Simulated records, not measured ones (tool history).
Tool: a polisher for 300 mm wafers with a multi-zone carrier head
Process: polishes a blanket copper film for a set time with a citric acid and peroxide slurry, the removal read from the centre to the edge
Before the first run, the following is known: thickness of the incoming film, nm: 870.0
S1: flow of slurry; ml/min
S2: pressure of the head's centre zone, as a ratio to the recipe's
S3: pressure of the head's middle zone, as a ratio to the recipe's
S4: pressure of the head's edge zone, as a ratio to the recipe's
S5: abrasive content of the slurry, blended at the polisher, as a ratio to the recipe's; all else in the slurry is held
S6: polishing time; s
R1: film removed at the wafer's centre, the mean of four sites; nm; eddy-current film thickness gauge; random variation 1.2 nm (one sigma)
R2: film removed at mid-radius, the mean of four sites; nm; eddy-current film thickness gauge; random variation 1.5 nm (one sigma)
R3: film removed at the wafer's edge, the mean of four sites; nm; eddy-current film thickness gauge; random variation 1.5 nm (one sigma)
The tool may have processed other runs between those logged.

| run | hour | S1 | S2 | S3 | S4 | S5 | S6 | R1 | R2 | R3 |
|---|---|---|---|---|---|---|---|---|---|---|
| 1 | 0 | 240 | 1 | 1 | 1 | 1 | 56 | 109.34 | 103.69 | 107.45 |
| 2 | 5 | 200 | 1 | 1 | 1 | 1 | 56 | 105.65 | 98.472 | 102.74 |
| 3 | 11.3 | 200 | 1 | 1 | 1.07 | 1 | 56 | 102.44 | 101.65 | 107.13 |
| 4 | 13.2 | 230 | 1 | 1 | 1.07 | 1 | 56 | 107.4 | 104.57 | 109.26 |
| 5 | 18.9 | 245 | 0.98 | 0.98 | 1.1 | 1.1 | 57 | 106.84 | 105.52 | 116.39 |
| 6 | 23.4 | 210 | 0.98 | 0.98 | 1.1 | 1.1 | 57 | 105.91 | 102.13 | 113.48 |

Expected results for the next run?
| 7 | 31.9 | 210 | 0.98 | 0.98 | 1.1 | 1.1 | 57 | ? | ? | ? |

R1: 104.58 nm
R2: 104.06 nm
R3: 113.07 nm

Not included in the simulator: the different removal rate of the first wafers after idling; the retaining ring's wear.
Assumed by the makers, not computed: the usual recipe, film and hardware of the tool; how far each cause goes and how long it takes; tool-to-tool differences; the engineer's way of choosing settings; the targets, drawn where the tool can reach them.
